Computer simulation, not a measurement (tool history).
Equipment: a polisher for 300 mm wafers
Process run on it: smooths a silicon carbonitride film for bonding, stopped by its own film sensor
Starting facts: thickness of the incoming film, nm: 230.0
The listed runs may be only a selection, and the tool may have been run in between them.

| run | hour | flow of slurry (ml/min) | pressure of the wafer on the pad (kPa) | speed of the pad under the wafer (m/s) | abrasive content of the slurry | target thickness at which the film sensor stops the polish (Å) | time until the film sensor stopped the polish (s) |
|---|---|---|---|---|---|---|---|
| 1 | 0 | 310 | 16.5 | 1 | 1 | 1730 | 191.98 |
| 2 | 6.2 | 310 | 16.5 | 1 | 1 | 1700 | 200.37 |
| 3 | 14.1 | 310 | 16.5 | 1 | 0.85 | 1700 | 222.44 |
| 4 | 21.1 | 310 | 16.5 | 1.12 | 0.85 | 1700 | 200.13 |
| 5 | 24 | 310 | 17.9 | 1.12 | 0.85 | 1700 | 183.91 |
| 6 | 26.1 | 310 | 17.9 | 1.12 | 0.85 | 1700 | 187.08 |
| 7 | 28.8 | 310 | 19.3 | 1.12 | 0.85 | 1700 | 173.93 |
| 8 | 34.9 | 310 | 20 | 1.12 | 0.85 | 1700 | 169.15 |
| 9 | 37.7 | 310 | 20 | 1.12 | 0.85 | 1700 | 165.87 |
| 10 | 43.4 | 310 | 20.7 | 1.12 | 0.85 | 1700 | 162.29 |

For run 11, what comes out?
| 11 | 47.9 | 310 | 21.4 | 1.12 | 0.85 | 1700 | ? |

{"run 11": {"time until the film sensor stopped the polish (s)": 158.07}}

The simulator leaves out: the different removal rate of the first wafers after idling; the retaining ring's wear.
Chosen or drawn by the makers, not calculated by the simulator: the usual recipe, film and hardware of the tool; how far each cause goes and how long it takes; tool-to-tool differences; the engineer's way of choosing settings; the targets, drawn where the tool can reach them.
